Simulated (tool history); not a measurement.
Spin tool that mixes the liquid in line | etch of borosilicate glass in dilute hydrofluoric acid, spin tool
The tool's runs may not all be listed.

run	hour	temperature setpoint of the liquid (°C)	parts of water to one part of 49 % hydrofluoric acid (parts by volume)	time under the liquid (s)	thickness taken off the borosilicate glass on a monitor wafer (nm)
1	0	20	290	165	7.1686
2	6.5	20	290	165	7.0626
3	9.7	19.5	315	165	6.2918
4	13.2	19	335	165	5.7503
5	21.1	19	380	165	4.874
6	30	18.5	390	165	4.6325
7	37.7	18	395	165	4.4775
8	40	18	400	165	4.3704

Run 9 comes next. What will it give?
9	46	18	400	165	?

{"run 9": {"thickness taken off the borosilicate glass on a monitor wafer (nm)": 4.3718}}
